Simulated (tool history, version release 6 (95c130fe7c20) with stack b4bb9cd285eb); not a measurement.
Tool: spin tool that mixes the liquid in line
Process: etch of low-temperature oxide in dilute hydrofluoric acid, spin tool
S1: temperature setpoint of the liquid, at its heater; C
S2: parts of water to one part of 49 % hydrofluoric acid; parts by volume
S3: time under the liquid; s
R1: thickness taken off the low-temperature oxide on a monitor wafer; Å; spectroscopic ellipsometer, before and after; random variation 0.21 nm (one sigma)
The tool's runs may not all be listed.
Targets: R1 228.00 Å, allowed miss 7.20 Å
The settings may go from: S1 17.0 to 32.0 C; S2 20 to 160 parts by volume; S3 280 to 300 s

run  hour    S1   S2   S3      R1
  1   0.0  24.0   90  280  405.89
  2   7.1  24.0   90  280  404.72
  3  15.7  24.0   90  280  409.09
  4  21.3  26.5   90  280  443.93
  5  28.7  26.5   90  280  450.24
  6  32.5  24.5   95  280  383.37
  7  37.5  23.0  100  280  342.04
  8  46.0  21.5  105  280  310.16
  9  55.0  20.5  110  280  280.28
 10  57.5  19.5  110  280  267.38
 11  58.5  19.0  110  280  264.09

5 next moves are on the table. One of them brings every result within its allowed miss. Which?
  A  59.5  19.5  125  300   ?
  B  59.5  18.5   90  280   ?
  C  59.5  19.0  105  285   ?
  D  59.5  19.0  130  295   ?
  E  59.5  19.0  125  300   ?

move      R1
   A  252.79
   B  326.54
   C  286.17
   D  232.97
   E  247.69
A: nearer than the last run, and not there yet
B: further off than the last run
C: further off than the last run
D: meets every target
E: nearer than the last run, and not there yet
Move D is the one to make.

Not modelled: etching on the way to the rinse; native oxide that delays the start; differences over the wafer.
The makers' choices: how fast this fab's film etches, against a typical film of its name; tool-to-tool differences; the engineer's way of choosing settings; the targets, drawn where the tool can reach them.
